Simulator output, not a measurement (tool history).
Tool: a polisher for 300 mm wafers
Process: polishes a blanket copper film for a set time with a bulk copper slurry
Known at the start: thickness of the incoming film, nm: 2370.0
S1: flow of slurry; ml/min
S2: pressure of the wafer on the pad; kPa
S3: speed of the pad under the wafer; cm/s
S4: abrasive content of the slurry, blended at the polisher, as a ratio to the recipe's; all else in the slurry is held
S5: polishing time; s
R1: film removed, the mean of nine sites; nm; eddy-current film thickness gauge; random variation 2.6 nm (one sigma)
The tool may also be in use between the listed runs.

| run | hour | S1 | S2 | S3 | S4 | S5 | R1 |
|---|---|---|---|---|---|---|---|
| 1 | 0 | 235 | 17.2 | 122 | 1 | 65 | 719.11 |
| 2 | 2.6 | 235 | 17.2 | 122 | 0.9 | 65 | 707.23 |
| 3 | 10.8 | 230 | 16.5 | 122 | 0.9 | 65 | 677.18 |
| 4 | 15.2 | 200 | 16.5 | 122 | 0.9 | 65 | 670.21 |
| 5 | 21.2 | 200 | 16.5 | 104 | 0.9 | 65 | 585.26 |
| 6 | 28.8 | 200 | 16.5 | 92 | 0.9 | 65 | 532.78 |
| 7 | 32.6 | 200 | 15.9 | 92 | 0.9 | 65 | 505.86 |

Forecast run 8:
| 8 | 36.7 | 200 | 13.8 | 92 | 0.9 | 65 | ? |

R1: 445.1 nm

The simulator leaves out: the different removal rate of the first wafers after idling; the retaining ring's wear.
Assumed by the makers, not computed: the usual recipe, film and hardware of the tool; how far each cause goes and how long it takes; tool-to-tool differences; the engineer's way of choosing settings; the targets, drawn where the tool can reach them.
